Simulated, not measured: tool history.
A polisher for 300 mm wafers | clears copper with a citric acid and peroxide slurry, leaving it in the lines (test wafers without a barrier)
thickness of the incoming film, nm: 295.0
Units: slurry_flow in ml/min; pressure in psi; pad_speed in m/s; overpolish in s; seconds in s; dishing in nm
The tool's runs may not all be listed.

| run | day | slurry_flow | pressure | pad_speed | slurry_solids | overpolish | seconds | dishing |
|---|---|---|---|---|---|---|---|---|
| 1 | 0.000 | 295 | 4.2 | 1.10 | 1.00 | 15 | 71.464 | 38.403 |
| 2 | 0.062 | 295 | 4.2 | 1.10 | 1.15 | 15 | 70.762 | 39.596 |
| 3 | 0.271 | 295 | 4.0 | 1.12 | 1.00 | 12 | 73.987 | 30.351 |
| 4 | 0.442 | 295 | 3.9 | 1.14 | 0.95 | 10 | 77.127 | 26.659 |
| 5 | 0.475 | 295 | 3.9 | 0.90 | 0.95 | 10 | 96.140 | 22.027 |
| 6 | 0.729 | 300 | 4.0 | 0.94 | 0.85 | 9 | 92.684 | 20.700 |

Run 7 comes next. What will it give?
| 7 | 0.858 | 305 | 4.3 | 0.94 | 0.75 | 8 | ? | ? |

seconds: 85.373 s
dishing: 19.696 nm

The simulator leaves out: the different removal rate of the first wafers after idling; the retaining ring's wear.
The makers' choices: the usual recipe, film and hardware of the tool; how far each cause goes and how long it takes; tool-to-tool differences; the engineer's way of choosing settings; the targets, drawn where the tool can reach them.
